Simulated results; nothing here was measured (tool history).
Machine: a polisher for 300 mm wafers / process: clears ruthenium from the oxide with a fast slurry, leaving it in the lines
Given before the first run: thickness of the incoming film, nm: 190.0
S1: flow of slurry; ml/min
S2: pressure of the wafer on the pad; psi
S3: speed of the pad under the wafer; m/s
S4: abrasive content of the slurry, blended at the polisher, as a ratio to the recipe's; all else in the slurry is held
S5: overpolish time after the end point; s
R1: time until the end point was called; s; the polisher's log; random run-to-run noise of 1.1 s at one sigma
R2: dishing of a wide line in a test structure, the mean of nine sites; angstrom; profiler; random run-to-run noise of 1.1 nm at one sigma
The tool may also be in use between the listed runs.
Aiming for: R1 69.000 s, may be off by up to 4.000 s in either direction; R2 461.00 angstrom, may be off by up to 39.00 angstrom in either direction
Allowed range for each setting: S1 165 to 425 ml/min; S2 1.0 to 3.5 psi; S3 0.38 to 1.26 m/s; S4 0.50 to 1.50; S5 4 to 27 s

run  hour   S1   S2    S3    S4  S5      R1      R2
  1   0.0  275  2.2  0.82  1.00  14  70.527  299.21
  2   3.7  325  2.2  0.82  1.00  14  68.665  302.74
  3  11.9  325  2.2  0.82  1.15  14  65.163  325.53
  4  16.7  325  2.7  0.82  1.15  14  53.550  379.22
  5  17.3  325  2.7  0.82  1.00  14  57.638  361.88
  6  19.2  325  2.6  0.82  1.00  15  60.112  389.99
  7  22.4  325  2.5  0.82  1.00  16  62.024  360.04
  8  30.7  325  2.5  0.82  1.00  18  62.940  424.09
  9  38.2  325  2.5  0.82  1.00  19  62.349  437.64

Which one of the following 5 next-run settings gets every result inside its allowed miss? There is exactly one.
  A  45.7  260  2.3  1.10  0.75  19   ?   ?
  B  45.7  405  2.5  0.82  1.00  16   ?   ?
  C  45.7  285  2.4  0.86  1.05  20   ?   ?
  D  45.7  335  2.6  0.90  0.85  15   ?   ?
  E  45.7  235  3.1  0.68  0.85  22   ?   ?

move      R1      R2
   A  61.516  464.92
   B  61.908  397.87
   C  61.704  484.60
   D  60.244  384.93
   E  68.810  478.95
A: misses by more than the last run did
B: misses by more than the last run did
C: misses by more than the last run did
D: misses by more than the last run did
E: every result lands within tolerance
Go with E: it meets all targets.

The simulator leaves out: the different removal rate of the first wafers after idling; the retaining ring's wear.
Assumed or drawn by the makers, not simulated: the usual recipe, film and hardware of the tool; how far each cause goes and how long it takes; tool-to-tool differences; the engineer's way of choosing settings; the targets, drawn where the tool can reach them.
